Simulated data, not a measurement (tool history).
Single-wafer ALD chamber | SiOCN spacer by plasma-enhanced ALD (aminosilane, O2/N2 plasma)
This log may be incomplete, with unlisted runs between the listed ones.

run  hour  heater temperature setpoint (°C)  number of ALD cycles (cycles)  mean film thickness on the monitor wafer (Å)
  1     0                               385                             80                                        49.005
  2     5                               385                             85                                        52.048
  3   6.2                               385                             89                                        54.491
  4  11.5                               380                             89                                        54.489
  5  16.6                               373                             89                                        54.335
  6  21.4                               373                             91                                        55.651
  7  22.8                               373                             93                                        57.113

Forecast run 8:
  8  30.2                               373                             94                                             ?

For run 8 the tool returned mean film thickness on the monitor wafer (Å) 57.694.
